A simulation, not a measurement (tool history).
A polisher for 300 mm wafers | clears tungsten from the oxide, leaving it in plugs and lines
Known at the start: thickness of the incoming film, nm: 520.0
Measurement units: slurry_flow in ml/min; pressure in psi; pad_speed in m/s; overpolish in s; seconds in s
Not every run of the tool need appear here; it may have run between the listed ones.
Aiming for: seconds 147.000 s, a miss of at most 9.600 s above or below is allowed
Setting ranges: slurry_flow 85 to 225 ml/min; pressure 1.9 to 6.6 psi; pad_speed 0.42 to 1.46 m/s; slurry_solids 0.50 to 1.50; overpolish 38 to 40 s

Run 1, hour 0.0: slurry_flow 145 ml/min, pressure 4.2 psi, pad_speed 0.94 m/s, slurry_solids 1.00, overpolish 38 s. Result: seconds 89.575 s.
Run 2, hour 2.0: slurry_flow 145 ml/min, pressure 4.2 psi, pad_speed 0.94 m/s, slurry_solids 0.80, overpolish 38 s. Result: seconds 95.333 s.
Run 3, hour 9.9: slurry_flow 145 ml/min, pressure 4.2 psi, pad_speed 1.10 m/s, slurry_solids 0.80, overpolish 38 s. Result: seconds 81.874 s.
Run 4, hour 12.3: slurry_flow 145 ml/min, pressure 3.8 psi, pad_speed 1.08 m/s, slurry_solids 0.80, overpolish 38 s. Result: seconds 91.196 s.
Run 5, hour 20.7: slurry_flow 145 ml/min, pressure 3.8 psi, pad_speed 1.08 m/s, slurry_solids 0.80, overpolish 38 s. Result: seconds 92.850 s.
Run 6, hour 27.1: slurry_flow 145 ml/min, pressure 3.5 psi, pad_speed 1.06 m/s, slurry_solids 0.80, overpolish 38 s. Result: seconds 101.230 s.
Run 7, hour 28.1: slurry_flow 145 ml/min, pressure 3.2 psi, pad_speed 1.06 m/s, slurry_solids 0.80, overpolish 38 s. Result: seconds 111.260 s.
Run 8, hour 34.4: slurry_flow 145 ml/min, pressure 3.0 psi, pad_speed 1.06 m/s, slurry_solids 0.80, overpolish 38 s. Result: seconds 116.140 s.
Run 9, hour 36.8: slurry_flow 145 ml/min, pressure 2.8 psi, pad_speed 1.06 m/s, slurry_solids 0.80, overpolish 38 s. Result: seconds 122.010 s.
At hour 37.7: worn pad replaced by a new one.
Run 10, hour 37.7: slurry_flow 145 ml/min, pressure 2.7 psi, pad_speed 1.06 m/s, slurry_solids 0.80, overpolish 38 s. Result: seconds 116.550 s.

4 candidate next runs follow, results not yet known. Just one meets every target within its allowed miss. Identify it.
Run A, hour 38.6: slurry_flow 155 ml/min, pressure 2.8 psi, pad_speed 0.94 m/s, slurry_solids 0.75, overpolish 38 s. Result: seconds ?.
Run B, hour 38.6: slurry_flow 150 ml/min, pressure 2.2 psi, pad_speed 1.20 m/s, slurry_solids 0.85, overpolish 38 s. Result: seconds ?.
Run C, hour 38.6: slurry_flow 120 ml/min, pressure 3.2 psi, pad_speed 0.68 m/s, slurry_solids 0.70, overpolish 38 s. Result: seconds ?.
Run D, hour 38.6: slurry_flow 120 ml/min, pressure 2.2 psi, pad_speed 1.12 m/s, slurry_solids 0.80, overpolish 40 s. Result: seconds ?.

move  seconds
   A  131.430
   B  127.460
   C  168.900
   D  144.610
A: nearer than the last run, and not there yet
B: nearer than the last run, and not there yet
C: moves the result that the last run missed by most past its target, out the other side
D: every result lands within tolerance
Go with D: it meets all targets.
